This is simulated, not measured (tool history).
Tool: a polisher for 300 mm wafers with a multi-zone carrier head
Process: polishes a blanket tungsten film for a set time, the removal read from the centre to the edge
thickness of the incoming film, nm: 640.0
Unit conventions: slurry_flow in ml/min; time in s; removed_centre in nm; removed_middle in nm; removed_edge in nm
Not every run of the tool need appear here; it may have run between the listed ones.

Run 1, hour 0: slurry_flow 185 ml/min, centre_zone 1, middle_zone 1, edge_zone 1, slurry_solids 1, time 38 s. Result: removed_centre 262 nm, removed_middle 259.41 nm, removed_edge 265.25 nm.
Run 2, hour 1.9: slurry_flow 185 ml/min, centre_zone 1, middle_zone 1, edge_zone 0.93, slurry_solids 1, time 38 s. Result: removed_centre 261.11 nm, removed_middle 263.92 nm, removed_edge 248.23 nm.
Run 3, hour 10.3: slurry_flow 185 ml/min, centre_zone 1.07, middle_zone 1, edge_zone 0.93, slurry_solids 1, time 38 s. Result: removed_centre 279.91 nm, removed_middle 259.26 nm, removed_edge 257.28 nm.
Run 4, hour 13.4: slurry_flow 185 ml/min, centre_zone 1.07, middle_zone 1, edge_zone 0.93, slurry_solids 1, time 45 s. Result: removed_centre 328.89 nm, removed_middle 309.51 nm, removed_edge 300.83 nm.
Run 5, hour 18.6: slurry_flow 165 ml/min, centre_zone 1.07, middle_zone 1, edge_zone 0.93, slurry_solids 1, time 45 s. Result: removed_centre 324.27 nm, removed_middle 305.58 nm, removed_edge 301.57 nm.
Run 6, hour 21.3: slurry_flow 165 ml/min, centre_zone 1.07, middle_zone 1.07, edge_zone 0.93, slurry_solids 1, time 45 s. Result: removed_centre 324.6 nm, removed_middle 320.18 nm, removed_edge 300.18 nm.
Run 7, hour 24.9: slurry_flow 175 ml/min, centre_zone 1.07, middle_zone 1.09, edge_zone 0.94, slurry_solids 1.05, time 45 s. Result: removed_centre 325.66 nm, removed_middle 332.21 nm, removed_edge 303.94 nm.

Expected results for the next run?
Run 8, hour 28.4: slurry_flow 180 ml/min, centre_zone 1.08, middle_zone 1.1, edge_zone 0.95, slurry_solids 1.1, time 45 s. Result: removed_centre ?, removed_middle ?, removed_edge ?.

Run 8 measured removed_centre 342.59 nm, removed_middle 339.03 nm, removed_edge 312.45 nm.
